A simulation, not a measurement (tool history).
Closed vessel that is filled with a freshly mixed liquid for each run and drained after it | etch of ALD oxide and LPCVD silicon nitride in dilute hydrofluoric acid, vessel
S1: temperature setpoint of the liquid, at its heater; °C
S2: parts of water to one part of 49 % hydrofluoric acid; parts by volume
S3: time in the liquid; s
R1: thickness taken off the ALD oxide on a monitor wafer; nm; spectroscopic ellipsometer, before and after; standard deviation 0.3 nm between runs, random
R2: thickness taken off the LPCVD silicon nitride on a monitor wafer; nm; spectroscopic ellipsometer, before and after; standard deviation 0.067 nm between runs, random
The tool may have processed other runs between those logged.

run  hour    S1   S2   S3      R1      R2
  1     0    21  145  745  38.284  1.7452
  2     3  21.5  140  745  40.704  1.8485
  3   3.6    22  135  745  43.509  1.9328
  4   5.1    22  135  970  56.382  2.6144
  5  13.3    22  155  970  47.738  2.2285
  6  21.3  22.5  155  970  49.003   2.323
       23  -- hydrofluoric acid flow meter replaced
  7    23    23  155  970  55.712  2.6159
  8  23.9  23.5  155  970  56.543  2.7394

What will run 9 give?
  9  26.5  24  155  970   ?   ?

R1: 57.802 nm
R2: 2.9033 nm
